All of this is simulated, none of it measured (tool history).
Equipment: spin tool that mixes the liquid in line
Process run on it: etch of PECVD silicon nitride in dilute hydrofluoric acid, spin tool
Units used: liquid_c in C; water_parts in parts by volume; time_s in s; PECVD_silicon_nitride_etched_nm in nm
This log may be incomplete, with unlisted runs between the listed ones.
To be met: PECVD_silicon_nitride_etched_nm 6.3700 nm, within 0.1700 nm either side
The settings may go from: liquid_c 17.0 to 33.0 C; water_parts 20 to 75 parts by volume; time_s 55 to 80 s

run,hour,liquid_c,water_parts,time_s,PECVD_silicon_nitride_etched_nm
1,0.0,25.0,45,80,8.2638
2,7.3,24.0,45,80,7.7001
3,11.3,24.0,40,80,8.6377
4,16.7,23.0,40,80,8.0181
5,19.0,22.5,40,80,7.8076
6,23.4,22.5,30,80,10.2960
7,27.0,21.5,30,80,9.8022
8,30.2,20.5,30,80,8.9857
9,37.8,20.0,30,80,8.6917
10,45.9,19.5,30,80,8.4499
11,51.7,19.0,30,80,8.1313
12,56.2,18.5,30,80,7.8826
13,62.7,17.0,35,80,6.0398

Which single option among these 5 for the next run brings every result within its allowed miss of target? Just one does.
A,69.2,19.5,40,70,?
B,69.2,19.5,30,55,?
C,69.2,20.5,45,80,?
D,69.2,18.5,25,55,?
E,69.2,17.5,35,70,?

move,PECVD_silicon_nitride_etched_nm
A,5.5314
B,5.7373
C,6.0461
D,6.3668
E,5.4638
A: misses by more than the last run did
B: misses by more than the last run did
C: no nearer and no further than the last run
D: meets every target
E: misses by more than the last run did
The right move is D.
